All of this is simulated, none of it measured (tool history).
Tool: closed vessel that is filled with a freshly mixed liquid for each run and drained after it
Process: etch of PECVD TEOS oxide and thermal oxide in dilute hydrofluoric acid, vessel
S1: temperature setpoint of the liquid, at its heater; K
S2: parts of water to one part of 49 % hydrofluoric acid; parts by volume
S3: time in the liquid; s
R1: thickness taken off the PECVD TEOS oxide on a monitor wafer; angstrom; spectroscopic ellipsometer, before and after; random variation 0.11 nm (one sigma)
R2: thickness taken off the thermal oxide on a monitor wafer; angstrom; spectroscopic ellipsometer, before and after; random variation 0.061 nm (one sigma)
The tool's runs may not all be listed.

{"run": 1, "hour": 0.0, "S1": 293.15, "S2": 40, "S3": 130, "R1": 492.46, "R2": 128.18}
{"run": 2, "hour": 3.2, "S1": 293.15, "S2": 30, "S3": 130, "R1": 669.87, "R2": 172.36}
{"run": 3, "hour": 5.7, "S1": 295.15, "S2": 30, "S3": 130, "R1": 728.51, "R2": 185.94}
{"run": 4, "hour": 14.4, "S1": 294.65, "S2": 30, "S3": 130, "R1": 712.74, "R2": 184.03}
{"run": 5, "hour": 19.2, "S1": 296.65, "S2": 30, "S3": 130, "R1": 774.59, "R2": 200.26}
{"run": 6, "hour": 27.5, "S1": 296.65, "S2": 30, "S3": 85, "R1": 505.95, "R2": 130.36}
{"hour": 30.9, "done": "hydrofluoric acid flow meter replaced"}
{"run": 7, "hour": 30.9, "S1": 296.15, "S2": 30, "S3": 85, "R1": 559.51, "R2": 139.64}
{"run": 8, "hour": 34.7, "S1": 295.65, "S2": 30, "S3": 85, "R1": 545.04, "R2": 138.12}
{"run": 9, "hour": 40.0, "S1": 295.15, "S2": 30, "S3": 85, "R1": 535.91, "R2": 133.92}
{"run": 10, "hour": 48.1, "S1": 294.65, "S2": 30, "S3": 85, "R1": 520.84, "R2": 134.28}

Forecast run 11:
{"run": 11, "hour": 48.8, "S1": 293.65, "S2": 40, "S3": 85, "R1": "?", "R2": "?"}

R1: 371.24 angstrom
R2: 94.88 angstrom
